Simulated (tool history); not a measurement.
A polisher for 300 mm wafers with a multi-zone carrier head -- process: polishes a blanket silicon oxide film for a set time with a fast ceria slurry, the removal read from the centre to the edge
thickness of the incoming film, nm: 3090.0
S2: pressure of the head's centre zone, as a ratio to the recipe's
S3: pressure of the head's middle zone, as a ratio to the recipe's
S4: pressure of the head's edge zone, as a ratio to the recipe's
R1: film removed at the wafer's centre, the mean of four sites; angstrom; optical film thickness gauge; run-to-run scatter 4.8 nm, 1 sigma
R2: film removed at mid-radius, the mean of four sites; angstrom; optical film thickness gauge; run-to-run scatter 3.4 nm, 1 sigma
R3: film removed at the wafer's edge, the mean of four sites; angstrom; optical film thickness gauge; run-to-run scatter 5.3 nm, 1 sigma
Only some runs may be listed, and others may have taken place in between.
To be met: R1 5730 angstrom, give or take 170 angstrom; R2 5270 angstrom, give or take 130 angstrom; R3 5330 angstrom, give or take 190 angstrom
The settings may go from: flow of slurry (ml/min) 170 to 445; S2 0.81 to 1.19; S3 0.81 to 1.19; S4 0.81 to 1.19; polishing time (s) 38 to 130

{"run": 1, "hour": 0.0, "flow of slurry (ml/min)": 285, "S2": 1, "S3": 1, "S4": 1, "polishing time (s)": 84, "R1": 8698.1, "R2": 9048.7, "R3": 8622.4}
{"run": 2, "hour": 6.1, "flow of slurry (ml/min)": 280, "S2": 1, "S3": 0.95, "S4": 0.95, "polishing time (s)": 73, "R1": 7662.9, "R2": 7393.7, "R3": 7500.7}
{"run": 3, "hour": 8.8, "flow of slurry (ml/min)": 280, "S2": 1.08, "S3": 0.95, "S4": 0.95, "polishing time (s)": 73, "R1": 8198.8, "R2": 7469.8, "R3": 7371.8}
{"run": 4, "hour": 17.1, "flow of slurry (ml/min)": 250, "S2": 1.08, "S3": 0.95, "S4": 0.95, "polishing time (s)": 73, "R1": 8129, "R2": 7386.5, "R3": 7194.1}
{"run": 5, "hour": 22.5, "flow of slurry (ml/min)": 230, "S2": 1.05, "S3": 0.94, "S4": 0.92, "polishing time (s)": 66, "R1": 7036.3, "R2": 6540.5, "R3": 6390}
{"run": 6, "hour": 28.5, "flow of slurry (ml/min)": 270, "S2": 1.05, "S3": 0.94, "S4": 0.92, "polishing time (s)": 66, "R1": 7186.5, "R2": 6723.3, "R3": 6667.4}
{"run": 7, "hour": 37.0, "flow of slurry (ml/min)": 245, "S2": 1.04, "S3": 0.92, "S4": 0.89, "polishing time (s)": 63, "R1": 6772.1, "R2": 6192, "R3": 6183.5}
{"run": 8, "hour": 43.2, "flow of slurry (ml/min)": 225, "S2": 1.02, "S3": 0.91, "S4": 0.87, "polishing time (s)": 61, "R1": 6274.7, "R2": 5909.8, "R3": 5882.2}
{"run": 9, "hour": 50.6, "flow of slurry (ml/min)": 210, "S2": 1.01, "S3": 0.85, "S4": 0.81, "polishing time (s)": 55, "R1": 5621.2, "R2": 5001.8, "R3": 5123.8}

Of the 5 settings listed for the next run, only one would bring every result within its allowed miss of target. Which one?
{"run": "A", "hour": 58.0, "flow of slurry (ml/min)": 190, "S2": 1.07, "S3": 0.81, "S4": 0.82, "polishing time (s)": 58, "R1": "?", "R2": "?", "R3": "?"}
{"run": "B", "hour": 58.0, "flow of slurry (ml/min)": 200, "S2": 0.95, "S3": 0.81, "S4": 0.91, "polishing time (s)": 61, "R1": "?", "R2": "?", "R3": "?"}
{"run": "C", "hour": 58.0, "flow of slurry (ml/min)": 310, "S2": 0.96, "S3": 0.83, "S4": 0.81, "polishing time (s)": 56, "R1": "?", "R2": "?", "R3": "?"}
{"run": "D", "hour": 58.0, "flow of slurry (ml/min)": 250, "S2": 1.04, "S3": 0.89, "S4": 0.81, "polishing time (s)": 57, "R1": "?", "R2": "?", "R3": "?"}
{"run": "E", "hour": 58.0, "flow of slurry (ml/min)": 225, "S2": 1.18, "S3": 0.88, "S4": 0.81, "polishing time (s)": 52, "R1": "?", "R2": "?", "R3": "?"}

move=A R1=6051.8 R2=5076.7 R3=5229.8
move=B R1=5788.1 R2=5390.9 R3=5775.1
move=C R1=5724.5 R2=5339.3 R3=5286.7
move=D R1=6085.7 R2=5566.7 R3=5276.2
move=E R1=6113.8 R2=4960.3 R3=4760.8
A: better than the last run, though not everything is in spec
B: gets the furthest-off result to its target, but another result is out of tolerance
C: meets every target
D: takes the result that was furthest off past its target
E: moves away from the targets compared with the last run
Correct choice: C, which meets every target
